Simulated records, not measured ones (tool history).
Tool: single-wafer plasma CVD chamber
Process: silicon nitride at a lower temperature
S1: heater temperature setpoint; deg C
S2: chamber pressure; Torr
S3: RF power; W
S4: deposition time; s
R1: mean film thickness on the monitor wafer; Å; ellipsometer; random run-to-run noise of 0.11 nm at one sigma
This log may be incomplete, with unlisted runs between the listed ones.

| run | hour | S1 | S2 | S3 | S4 | R1 |
|---|---|---|---|---|---|---|
| 1 | 0.0 | 345 | 1.33 | 245 | 29.6 | 273.05 |
| 2 | 8.1 | 345 | 1.40 | 255 | 29.6 | 283.30 |
| 3 | 15.0 | 345 | 1.63 | 255 | 29.6 | 296.59 |
| 4 | 19.2 | 345 | 1.63 | 255 | 29.6 | 298.09 |
| 5 | 24.7 | 345 | 1.66 | 260 | 29.6 | 301.30 |
| 6 | 30.9 | 345 | 1.68 | 265 | 29.6 | 308.70 |

What does the tool deliver on the next run?
| 7 | 35.9 | 345 | 1.70 | 270 | 29.6 | ? |

{"run 7": {"R1": 313.57}}
